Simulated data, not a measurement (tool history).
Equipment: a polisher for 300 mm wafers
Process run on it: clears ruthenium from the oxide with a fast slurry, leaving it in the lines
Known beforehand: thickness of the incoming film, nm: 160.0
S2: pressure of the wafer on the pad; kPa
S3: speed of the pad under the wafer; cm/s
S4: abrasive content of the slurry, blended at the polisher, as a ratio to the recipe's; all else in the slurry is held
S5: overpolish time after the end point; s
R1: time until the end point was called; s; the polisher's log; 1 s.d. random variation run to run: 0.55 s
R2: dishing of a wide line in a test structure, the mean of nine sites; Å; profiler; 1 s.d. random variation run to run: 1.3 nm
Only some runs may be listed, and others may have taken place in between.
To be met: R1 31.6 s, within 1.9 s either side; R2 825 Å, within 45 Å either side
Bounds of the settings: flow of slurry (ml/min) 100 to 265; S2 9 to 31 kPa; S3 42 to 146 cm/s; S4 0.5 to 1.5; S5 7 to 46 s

{"run": 1, "day": 0.0, "flow of slurry (ml/min)": 170, "S2": 20, "S3": 94, "S4": 1, "S5": 24, "R1": 45.321, "R2": 539.93}
{"run": 2, "day": 0.333, "flow of slurry (ml/min)": 170, "S2": 22.1, "S3": 94, "S4": 1, "S5": 26, "R1": 41.716, "R2": 604.3}
{"run": 3, "day": 0.692, "flow of slurry (ml/min)": 170, "S2": 22.1, "S3": 94, "S4": 1, "S5": 18, "R1": 41.945, "R2": 477.75}
{"run": 4, "day": 1.012, "flow of slurry (ml/min)": 170, "S2": 22.1, "S3": 94, "S4": 0.85, "S5": 18, "R1": 44.604, "R2": 461.98}
{"run": 5, "day": 1.371, "flow of slurry (ml/min)": 170, "S2": 24.1, "S3": 96, "S4": 0.85, "S5": 22, "R1": 39.578, "R2": 556.69}
{"run": 6, "day": 1.583, "flow of slurry (ml/min)": 170, "S2": 25.5, "S3": 96, "S4": 0.85, "S5": 25, "R1": 38.013, "R2": 610.95}
{"run": 7, "day": 1.721, "flow of slurry (ml/min)": 170, "S2": 26.9, "S3": 98, "S4": 0.85, "S5": 27, "R1": 37.206, "R2": 686.55}
{"run": 8, "day": 1.875, "flow of slurry (ml/min)": 170, "S2": 28.3, "S3": 100, "S4": 0.85, "S5": 28, "R1": 34.661, "R2": 695.74}
{"run": 9, "day": 2.196, "flow of slurry (ml/min)": 170, "S2": 28.3, "S3": 100, "S4": 0.85, "S5": 28, "R1": 34.065, "R2": 721.64}
{"run": 10, "day": 2.267, "flow of slurry (ml/min)": 170, "S2": 29, "S3": 100, "S4": 0.85, "S5": 29, "R1": 34.67, "R2": 712.62}
{"run": 11, "day": 2.375, "flow of slurry (ml/min)": 170, "S2": 29.6, "S3": 102, "S4": 0.85, "S5": 30, "R1": 33.435, "R2": 773.4}
{"run": 12, "day": 2.608, "flow of slurry (ml/min)": 170, "S2": 30.3, "S3": 102, "S4": 0.85, "S5": 30, "R1": 31.246, "R2": 752.69}
{"run": 13, "day": 2.662, "flow of slurry (ml/min)": 170, "S2": 30.3, "S3": 102, "S4": 0.85, "S5": 30, "R1": 32.234, "R2": 759.74}
{"run": 14, "day": 2.879, "flow of slurry (ml/min)": 170, "S2": 30.3, "S3": 102, "S4": 0.85, "S5": 31, "R1": 31.67, "R2": 768.32}

Exercise: of the 5 proposed moves below, exactly one satisfies all targets within the stated allowed misses. Which move is it?
{"run": "A", "day": 3.096, "flow of slurry (ml/min)": 220, "S2": 30.3, "S3": 94, "S4": 0.55, "S5": 33, "R1": "?", "R2": "?"}
{"run": "B", "day": 3.096, "flow of slurry (ml/min)": 190, "S2": 28.3, "S3": 106, "S4": 0.85, "S5": 38, "R1": "?", "R2": "?"}
{"run": "C", "day": 3.096, "flow of slurry (ml/min)": 150, "S2": 29, "S3": 92, "S4": 0.85, "S5": 40, "R1": "?", "R2": "?"}
{"run": "D", "day": 3.096, "flow of slurry (ml/min)": 190, "S2": 31, "S3": 90, "S4": 0.95, "S5": 29, "R1": "?", "R2": "?"}
{"run": "E", "day": 3.096, "flow of slurry (ml/min)": 130, "S2": 31, "S3": 122, "S4": 0.9, "S5": 30, "R1": "?", "R2": "?"}

move=A R1=37.318 R2=733.23
move=B R1=31.714 R2=837.45
move=C R1=37.145 R2=802.6
move=D R1=33.35 R2=727.09
move=E R1=27.121 R2=811.57
A: lands further from the targets than the last run did
B: every result lands within tolerance
C: brings the last run's worst result on target, with another outside its allowed miss
D: lands further from the targets than the last run did
E: brings the last run's worst result on target, with another outside its allowed miss
The right move is B.

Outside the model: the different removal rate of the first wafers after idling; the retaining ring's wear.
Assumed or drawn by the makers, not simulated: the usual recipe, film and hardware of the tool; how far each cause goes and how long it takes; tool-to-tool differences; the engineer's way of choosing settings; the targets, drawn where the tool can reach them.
